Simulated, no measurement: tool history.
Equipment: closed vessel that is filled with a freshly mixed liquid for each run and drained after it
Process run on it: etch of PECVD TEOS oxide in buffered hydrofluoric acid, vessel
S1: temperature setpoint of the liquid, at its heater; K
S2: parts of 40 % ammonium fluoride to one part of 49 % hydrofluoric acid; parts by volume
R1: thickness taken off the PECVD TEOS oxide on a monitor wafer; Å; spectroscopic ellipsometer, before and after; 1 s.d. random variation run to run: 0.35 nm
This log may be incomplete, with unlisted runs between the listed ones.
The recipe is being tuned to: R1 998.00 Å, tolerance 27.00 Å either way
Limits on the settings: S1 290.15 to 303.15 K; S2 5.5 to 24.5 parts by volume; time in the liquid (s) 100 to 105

{"run": 1, "hour": 0.0, "S1": 295.15, "S2": 15.0, "time in the liquid (s)": 100, "R1": 1807.6}
{"run": 2, "hour": 2.7, "S1": 295.15, "S2": 12.5, "time in the liquid (s)": 100, "R1": 2146.7}
{"run": 3, "hour": 11.9, "S1": 295.15, "S2": 10.5, "time in the liquid (s)": 100, "R1": 2553.7}
{"run": 4, "hour": 20.9, "S1": 293.65, "S2": 12.5, "time in the liquid (s)": 100, "R1": 1971.8}
{"run": 5, "hour": 23.0, "S1": 295.15, "S2": 12.5, "time in the liquid (s)": 100, "R1": 2154.3}
{"run": 6, "hour": 28.6, "S1": 295.15, "S2": 12.5, "time in the liquid (s)": 105, "R1": 2243.4}
{"run": 7, "hour": 36.7, "S1": 294.15, "S2": 14.5, "time in the liquid (s)": 105, "R1": 1843.4}
{"run": 8, "hour": 37.6, "S1": 293.15, "S2": 15.5, "time in the liquid (s)": 105, "R1": 1629.4}
{"run": 9, "hour": 44.1, "S1": 292.65, "S2": 16.5, "time in the liquid (s)": 105, "R1": 1484.2}
{"run": 10, "hour": 49.0, "S1": 290.15, "S2": 21.0, "time in the liquid (s)": 105, "R1": 1030.3}

Consider the 4 candidate settings below. Which is the only one whose results all fall within their allowed miss of target?
{"run": "A", "hour": 53.9, "S1": 291.15, "S2": 22.0, "time in the liquid (s)": 105, "R1": "?"}
{"run": "B", "hour": 53.9, "S1": 291.65, "S2": 23.0, "time in the liquid (s)": 105, "R1": "?"}
{"run": "C", "hour": 53.9, "S1": 290.15, "S2": 22.0, "time in the liquid (s)": 100, "R1": "?"}
{"run": "D", "hour": 53.9, "S1": 290.15, "S2": 20.5, "time in the liquid (s)": 100, "R1": "?"}

move=A R1=1053.00
move=B R1=1050.60
move=C R1=947.19
move=D R1=994.56
A: lands further from the targets than the last run did
B: lands further from the targets than the last run did
C: moves the result that the last run missed by most past its target, out the other side
D: meets every target
Go with D: it meets all targets.
